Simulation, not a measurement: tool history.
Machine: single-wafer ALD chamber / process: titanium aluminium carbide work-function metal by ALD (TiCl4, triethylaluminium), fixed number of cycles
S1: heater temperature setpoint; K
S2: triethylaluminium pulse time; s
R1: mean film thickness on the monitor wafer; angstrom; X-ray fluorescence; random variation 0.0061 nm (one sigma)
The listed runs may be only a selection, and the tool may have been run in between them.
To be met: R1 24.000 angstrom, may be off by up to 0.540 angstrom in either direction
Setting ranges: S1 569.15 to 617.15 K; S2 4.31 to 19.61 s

Run 1, day 0.000: S1 593.15 K, S2 11.96 s. Result: R1 21.141 angstrom.
Run 2, day 0.167: S1 593.15 K, S2 9.10 s. Result: R1 19.407 angstrom.
Run 3, day 0.454: S1 597.15 K, S2 10.57 s. Result: R1 21.042 angstrom.
Run 4, day 0.712: S1 601.15 K, S2 10.78 s. Result: R1 21.500 angstrom.
Run 5, day 0.767: S1 604.15 K, S2 11.14 s. Result: R1 21.853 angstrom.
Run 6, day 1.088: S1 607.15 K, S2 11.67 s. Result: R1 22.334 angstrom.
Run 7, day 1.450: S1 609.15 K, S2 12.16 s. Result: R1 22.801 angstrom.
Run 8, day 1.525: S1 611.15 K, S2 12.47 s. Result: R1 23.197 angstrom.
Run 9, day 1.629: S1 612.15 K, S2 12.64 s. Result: R1 23.270 angstrom.
Run 10, day 1.721: S1 613.15 K, S2 12.83 s. Result: R1 23.412 angstrom.

Consider the 5 candidate settings below. Which is the only one whose results all fall within their allowed miss of target?
Run A, day 1.812: S1 601.15 K, S2 14.95 s. Result: R1 ?.
Run B, day 1.812: S1 606.15 K, S2 12.03 s. Result: R1 ?.
Run C, day 1.812: S1 604.15 K, S2 12.84 s. Result: R1 ?.
Run D, day 1.812: S1 611.15 K, S2 18.19 s. Result: R1 ?.
Run E, day 1.812: S1 609.15 K, S2 11.90 s. Result: R1 ?.

move      R1
   A  22.606
   B  22.475
   C  22.526
   D  23.857
   E  22.724
A: further off than the last run
B: further off than the last run
C: further off than the last run
D: in spec on every target
E: further off than the last run
So the answer is move D, the one that meets all the targets.

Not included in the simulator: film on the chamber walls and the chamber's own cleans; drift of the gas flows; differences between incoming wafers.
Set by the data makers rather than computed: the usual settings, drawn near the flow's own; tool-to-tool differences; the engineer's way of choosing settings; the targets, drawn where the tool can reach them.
